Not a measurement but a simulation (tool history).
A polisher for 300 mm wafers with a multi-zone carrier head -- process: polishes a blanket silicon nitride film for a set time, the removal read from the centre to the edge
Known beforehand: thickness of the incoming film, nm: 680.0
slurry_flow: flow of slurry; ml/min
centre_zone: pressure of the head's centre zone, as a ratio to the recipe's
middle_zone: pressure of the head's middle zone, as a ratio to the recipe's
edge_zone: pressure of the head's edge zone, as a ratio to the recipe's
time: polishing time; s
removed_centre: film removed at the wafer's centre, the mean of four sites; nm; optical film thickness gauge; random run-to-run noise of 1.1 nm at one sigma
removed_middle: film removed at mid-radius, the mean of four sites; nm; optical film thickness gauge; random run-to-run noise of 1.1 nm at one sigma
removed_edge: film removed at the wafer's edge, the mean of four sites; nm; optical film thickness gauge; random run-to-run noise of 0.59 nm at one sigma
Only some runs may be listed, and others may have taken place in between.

Run 1, hour 0.0: slurry_flow 300 ml/min, centre_zone 1.00, middle_zone 1.00, edge_zone 1.00, time 56 s. Result: removed_centre 111.80 nm, removed_middle 110.31 nm, removed_edge 110.27 nm.
Run 2, hour 2.2: slurry_flow 295 ml/min, centre_zone 0.99, middle_zone 0.99, edge_zone 0.96, time 55 s. Result: removed_centre 110.65 nm, removed_middle 107.47 nm, removed_edge 105.72 nm.
Run 3, hour 4.9: slurry_flow 295 ml/min, centre_zone 0.99, middle_zone 0.99, edge_zone 0.96, time 68 s. Result: removed_centre 136.47 nm, removed_middle 131.63 nm, removed_edge 129.46 nm.
Run 4, hour 7.9: slurry_flow 295 ml/min, centre_zone 0.99, middle_zone 0.92, edge_zone 0.96, time 68 s. Result: removed_centre 133.82 nm, removed_middle 125.66 nm, removed_edge 131.43 nm.
Run 5, hour 12.3: slurry_flow 295 ml/min, centre_zone 0.99, middle_zone 0.92, edge_zone 0.89, time 68 s. Result: removed_centre 134.52 nm, removed_middle 127.69 nm, removed_edge 125.67 nm.
At hour 16.8: centre zone pressure recalibrated.
Run 6, hour 16.8: slurry_flow 290 ml/min, centre_zone 0.98, middle_zone 0.92, edge_zone 0.87, time 64 s. Result: removed_centre 125.23 nm, removed_middle 117.99 nm, removed_edge 116.27 nm.
Run 7, hour 24.2: slurry_flow 285 ml/min, centre_zone 0.97, middle_zone 0.93, edge_zone 0.86, time 61 s. Result: removed_centre 117.84 nm, removed_middle 112.45 nm, removed_edge 111.14 nm.

What does the tool deliver on the next run?
Run 8, hour 26.8: slurry_flow 285 ml/min, centre_zone 0.97, middle_zone 0.93, edge_zone 0.86, time 61 s. Result: removed_centre ?, removed_middle ?, removed_edge ?.

{"run 8": {"removed_centre": 117.11, "removed_middle": 113.38, "removed_edge": 109.95}}
